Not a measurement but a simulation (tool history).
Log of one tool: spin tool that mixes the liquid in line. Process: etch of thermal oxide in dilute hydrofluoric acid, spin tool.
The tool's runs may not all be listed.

| run | hour | temperature setpoint of the liquid (K) | parts of water to one part of 49 % hydrofluoric acid (parts by volume) | time under the liquid (s) | thickness taken off the thermal oxide on a monitor wafer (Å) |
|---|---|---|---|---|---|
| 1 | 0 | 296.15 | 140 | 275 | 82.161 |
| 2 | 7.9 | 294.65 | 145 | 275 | 73.902 |
| 3 | 12.4 | 293.65 | 145 | 275 | 70.936 |
| 4 | 17.1 | 291.65 | 145 | 275 | 65.511 |
| 5 | 23.7 | 291.65 | 175 | 275 | 52.545 |
| 6 | 32.2 | 292.65 | 175 | 275 | 54.659 |
| 7 | 37 | 293.15 | 175 | 275 | 55.641 |

What will run 8 give?
| 8 | 45.5 | 293.65 | 175 | 275 | ? |

{"run 8": {"thickness taken off the thermal oxide on a monitor wafer (Å)": 57.015}}

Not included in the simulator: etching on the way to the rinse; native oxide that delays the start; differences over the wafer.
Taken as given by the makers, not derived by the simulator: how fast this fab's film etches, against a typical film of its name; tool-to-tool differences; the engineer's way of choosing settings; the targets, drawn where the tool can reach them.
